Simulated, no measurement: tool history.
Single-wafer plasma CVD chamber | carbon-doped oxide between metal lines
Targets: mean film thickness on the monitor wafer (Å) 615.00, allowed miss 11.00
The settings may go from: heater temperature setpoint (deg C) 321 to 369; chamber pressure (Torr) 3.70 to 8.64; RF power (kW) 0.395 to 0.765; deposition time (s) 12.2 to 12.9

run,hour,heater temperature setpoint (deg C),chamber pressure (Torr),RF power (kW),deposition time (s),mean film thickness on the monitor wafer (Å)
1,0.0,345,6.17,0.580,12.9,748.80
2,9.0,349,5.86,0.540,12.8,692.04
3,12.5,349,6.80,0.540,12.8,706.11
4,14.0,349,5.77,0.540,12.8,696.04
5,16.0,349,5.77,0.590,12.8,730.49
6,21.9,354,5.45,0.565,12.8,694.17
7,26.6,357,5.20,0.545,12.8,671.73
8,30.3,364,4.66,0.475,12.7,591.53
9,31.2,362,4.77,0.475,12.7,600.82
10,38.7,361,4.83,0.475,12.7,597.43

5 next moves are on the table. One of them brings every result within its allowed miss. Which?
A,46.2,360,5.01,0.495,12.2,?
B,46.2,369,5.54,0.465,12.5,?
C,46.2,344,3.84,0.480,12.2,?
D,46.2,366,5.49,0.455,12.2,?
E,46.2,356,4.73,0.480,12.8,?

move,mean film thickness on the monitor wafer (Å)
A,593.47
B,581.21
C,588.30
D,564.04
E,612.38
A: further off than the last run
B: further off than the last run
C: further off than the last run
D: further off than the last run
E: meets every target
Move E is the one to make.
